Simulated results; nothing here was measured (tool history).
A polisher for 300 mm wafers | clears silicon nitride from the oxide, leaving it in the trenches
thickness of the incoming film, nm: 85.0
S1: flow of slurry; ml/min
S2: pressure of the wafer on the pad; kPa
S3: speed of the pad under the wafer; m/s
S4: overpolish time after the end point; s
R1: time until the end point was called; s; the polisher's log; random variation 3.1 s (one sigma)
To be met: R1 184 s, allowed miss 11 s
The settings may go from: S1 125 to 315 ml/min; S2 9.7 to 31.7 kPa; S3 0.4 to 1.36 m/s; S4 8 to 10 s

run	hour	S1	S2	S3	S4	R1
1	0	205	20.7	0.88	10	93.579
2	2.1	155	20.7	0.88	10	96.732
3	8.6	155	19.3	0.86	10	106.57
4	16.9	130	19.3	0.86	10	110.18
5	22.9	130	17.2	0.86	10	123.27
6	24	130	16.5	0.86	10	133.84
7	24.8	130	15.9	0.86	10	136.11
8	27.5	130	10.3	0.8	10	218.18

4 next moves are on the table. One of them brings every result within its allowed miss. Which?
A	30.2	125	10.3	0.8	8	?
B	30.2	140	10.3	0.82	10	?
C	30.2	125	15.2	0.66	10	?
D	30.2	125	9.7	0.7	8	?

move	R1
A	221.15
B	210.22
C	184.93
D	268.41
A: further off than the last run
B: nearer than the last run, and not there yet
C: meets every target
D: further off than the last run
Move C is the one to make.

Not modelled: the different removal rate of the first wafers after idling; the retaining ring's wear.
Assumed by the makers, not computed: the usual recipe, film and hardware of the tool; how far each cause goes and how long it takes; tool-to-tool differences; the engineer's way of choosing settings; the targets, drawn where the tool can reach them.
